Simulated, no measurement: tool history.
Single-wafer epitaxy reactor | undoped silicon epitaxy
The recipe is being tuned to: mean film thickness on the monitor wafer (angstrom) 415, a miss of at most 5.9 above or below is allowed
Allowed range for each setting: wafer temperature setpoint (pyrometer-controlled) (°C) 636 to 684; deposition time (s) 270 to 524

run,day,wafer temperature setpoint (pyrometer-controlled) (°C),deposition time (s),mean film thickness on the monitor wafer (angstrom)
1,0,660,397,685.36
2,0.3,657,397,640.38
3,0.642,657,366,587.76
4,0.762,655,366,557.54
5,0.954,653,366,533.9
6,1.242,652,366,517.64
7,1.308,651,366,507.33
8,1.604,650,366,492.66
9,1.667,649,366,480.39
10,1.712,648,366,467.27
11,1.871,647,366,457.83
12,2.083,646,366,445.04
13,2.162,644,366,424.28

Exercise: of the 4 proposed moves below, exactly one satisfies all targets within the stated allowed misses. Which move is it?
A,2.242,645,362,?
B,2.242,643,378,?
C,2.242,644,358,?
D,2.242,647,339,?

move,mean film thickness on the monitor wafer (angstrom)
A,429.57
B,426.25
C,414.14
D,423.23
A: its largest miss is bigger than the last run's
B: its largest miss is bigger than the last run's
C: meets every target
D: better than the last run, though not everything is in spec
Move C is the one to make.
